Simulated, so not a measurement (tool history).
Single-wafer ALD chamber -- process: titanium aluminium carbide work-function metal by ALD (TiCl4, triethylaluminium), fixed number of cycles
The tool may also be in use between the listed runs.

run  hour  heater temperature setpoint (deg C)  triethylaluminium pulse time (s)  mean film thickness on the monitor wafer (nm)
  1   0.0                                  320                             13.07                                         2.1427
  2   0.8                                  329                             13.07                                         2.2490
  3   1.5                                  326                             12.81                                         2.1998
  4   8.8                                  324                             12.59                                         2.1793
  5  11.8                                  324                             15.16                                         2.2108
  6  19.6                                  335                             15.16                                         2.3112

Expected results for the next run?
  7  28.1                                  323                             11.58                                              ?

{"run 7": {"mean film thickness on the monitor wafer (nm)": 2.1681}}
